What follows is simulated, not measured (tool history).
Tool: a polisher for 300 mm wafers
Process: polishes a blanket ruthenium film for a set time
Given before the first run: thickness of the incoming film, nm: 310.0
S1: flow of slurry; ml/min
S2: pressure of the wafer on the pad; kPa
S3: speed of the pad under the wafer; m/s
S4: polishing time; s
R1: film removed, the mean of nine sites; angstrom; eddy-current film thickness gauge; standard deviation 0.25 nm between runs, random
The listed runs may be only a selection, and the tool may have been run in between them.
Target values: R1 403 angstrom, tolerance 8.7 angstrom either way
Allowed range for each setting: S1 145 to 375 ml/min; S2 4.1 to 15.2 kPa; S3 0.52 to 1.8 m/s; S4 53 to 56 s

run,hour,S1,S2,S3,S4,R1
1,0,240,9.7,1.16,53,506.62
2,1.1,235,9.7,1.16,53,505.25
3,8.9,235,9.7,1.32,53,575.23
4,9.5,205,9.7,1.32,53,568.99
5,11.3,205,9,1.32,53,525.55
6,12.7,205,9,1.32,56,550.68
7,13.9,200,8.3,1.32,56,518.43
8,16.3,195,8.3,1.32,56,523.91
9,22.5,195,7.6,1.32,56,489.43
10,27.1,195,7.6,1.32,56,481.6
11,35.6,190,7.6,1.32,56,479.59
12,41.2,185,7.6,1.32,56,477.3
13,42.4,180,7.6,1.32,56,475.24
14,49.7,180,7.6,1.32,56,480.77
15,54.5,175,6.9,1.32,56,444.95

4 candidate next runs follow, results not yet known. Just one meets every target within its allowed miss. Identify it.
A,59.3,180,6.9,1.38,56,?
B,59.3,250,5.5,1.5,55,?
C,59.3,210,6.9,1.52,56,?
D,59.3,190,4.8,1.58,56,?

move,R1
A,460.72
B,424.81
C,515
D,399.07
A: misses by more than the last run did
B: better than the last run, though not everything is in spec
C: misses by more than the last run did
D: all results land within tolerance of their targets
Answer: D
